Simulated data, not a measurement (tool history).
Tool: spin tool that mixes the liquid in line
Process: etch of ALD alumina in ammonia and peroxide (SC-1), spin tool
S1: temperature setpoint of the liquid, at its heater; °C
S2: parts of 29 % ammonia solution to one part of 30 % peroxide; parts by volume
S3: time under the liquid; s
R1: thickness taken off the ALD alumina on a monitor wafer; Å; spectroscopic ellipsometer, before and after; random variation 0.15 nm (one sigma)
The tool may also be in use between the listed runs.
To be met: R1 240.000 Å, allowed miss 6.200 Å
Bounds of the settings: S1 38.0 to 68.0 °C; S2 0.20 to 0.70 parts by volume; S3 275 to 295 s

run 1 day=0.000 | S1=52.0 S2=0.40 S3=275 | R1=137.250
run 2 day=0.367 | S1=48.5 S2=0.40 S3=275 | R1=113.890
run 3 day=0.742 | S1=44.0 S2=0.40 S3=275 | R1=88.194
run 4 day=0.896 | S1=47.5 S2=0.40 S3=275 | R1=107.550
run 5 day=1.233 | S1=50.0 S2=0.40 S3=275 | R1=123.990
run 6 day=1.596 | S1=52.0 S2=0.40 S3=275 | R1=137.210
run 7 day=1.783 | S1=54.0 S2=0.40 S3=275 | R1=153.950
run 8 day=1.821 | S1=55.5 S2=0.40 S3=275 | R1=166.840
-- day=1.912 ammonia flow meter replaced
run 9 day=1.912 | S1=56.5 S2=0.40 S3=275 | R1=175.090
run 10 day=1.950 | S1=57.5 S2=0.40 S3=275 | R1=183.170
run 11 day=2.129 | S1=58.5 S2=0.40 S3=275 | R1=191.200
run 12 day=2.471 | S1=63.5 S2=0.40 S3=275 | R1=250.640

Which of these 5 next moves meets every target?
run A day=2.812 | S1=63.0 S2=0.35 S3=295 | R1=?
run B day=2.812 | S1=63.0 S2=0.40 S3=275 | R1=?
run C day=2.812 | S1=63.0 S2=0.30 S3=295 | R1=?
run D day=2.812 | S1=62.5 S2=0.50 S3=295 | R1=?
run E day=2.812 | S1=62.0 S2=0.40 S3=275 | R1=?

move=A R1=255.910
move=B R1=241.590
move=C R1=252.210
move=D R1=258.090
move=E R1=229.690
A: further off than the last run
B: meets every target
C: further off than the last run
D: further off than the last run
E: takes the result that was furthest off past its target
Move B is the one to make.
